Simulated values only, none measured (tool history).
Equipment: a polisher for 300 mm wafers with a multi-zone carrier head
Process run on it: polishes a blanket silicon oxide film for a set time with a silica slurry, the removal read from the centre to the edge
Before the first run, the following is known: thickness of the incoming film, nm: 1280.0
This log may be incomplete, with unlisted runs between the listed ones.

| run | hour | flow of slurry (ml/min) | pressure of the head's centre zone | pressure of the head's middle zone | pressure of the head's edge zone | abrasive content of the slurry | polishing time (s) | film removed at the wafer's centre (Å) | film removed at mid-radius (Å) | film removed at the wafer's edge (Å) |
|---|---|---|---|---|---|---|---|---|---|---|
| 1 | 0 | 120 | 1 | 1 | 1 | 1 | 58 | 2374.8 | 2252.4 | 2306.9 |
| 2 | 5.5 | 130 | 1.02 | 0.99 | 1.03 | 1.05 | 58 | 2508.4 | 2356.2 | 2519.3 |
| 3 | 13.5 | 130 | 1.02 | 0.99 | 1.03 | 1.05 | 51 | 2227.7 | 2094.1 | 2133.1 |
| 4 | 16 | 130 | 1.02 | 1.03 | 1.03 | 1.05 | 51 | 2229.9 | 2168.3 | 2164.7 |
| 5 | 24.9 | 130 | 0.94 | 1.03 | 1.03 | 1.05 | 51 | 2035.4 | 2116.6 | 2216.6 |
| 6 | 32.2 | 130 | 0.94 | 1.03 | 1.03 | 1.05 | 43 | 1743.9 | 1817.4 | 1861 |
|  | 33.3 | slurry nozzle cleaned |
| 7 | 33.3 | 135 | 0.98 | 1 | 1.06 | 1.15 | 44 | 2073.4 | 2033.4 | 2089.7 |
| 8 | 40.1 | 140 | 1 | 0.96 | 1.08 | 1.2 | 44 | 2215 | 2011.5 | 2189.9 |
| 9 | 47.9 | 145 | 1.02 | 0.95 | 1.1 | 1.25 | 44 | 2287 | 2039.2 | 2249.6 |
| 10 | 53.8 | 150 | 1.04 | 0.94 | 1.11 | 1.3 | 45 | 2468.9 | 2088.8 | 2324.3 |
| 11 | 57.5 | 150 | 1.05 | 0.94 | 1.12 | 1.35 | 47 | 2641.9 | 2246.8 | 2419.6 |
| 12 | 64.5 | 155 | 1.05 | 0.92 | 1.13 | 1.4 | 48 | 2734.3 | 2320.1 | 2611.6 |
| 13 | 71.7 | 160 | 1.06 | 0.91 | 1.14 | 1.4 | 49 | 2811.6 | 2373.5 | 2666.7 |

For run 14, what comes out?
| 14 | 76.5 | 165 | 1.07 | 0.9 | 1.15 | 1.4 | 50 | ? | ? | ? |

{"run 14": {"film removed at the wafer's centre (Å)": 2950.3, "film removed at mid-radius (Å)": 2361.5, "film removed at the wafer's edge (Å)": 2761.2}}

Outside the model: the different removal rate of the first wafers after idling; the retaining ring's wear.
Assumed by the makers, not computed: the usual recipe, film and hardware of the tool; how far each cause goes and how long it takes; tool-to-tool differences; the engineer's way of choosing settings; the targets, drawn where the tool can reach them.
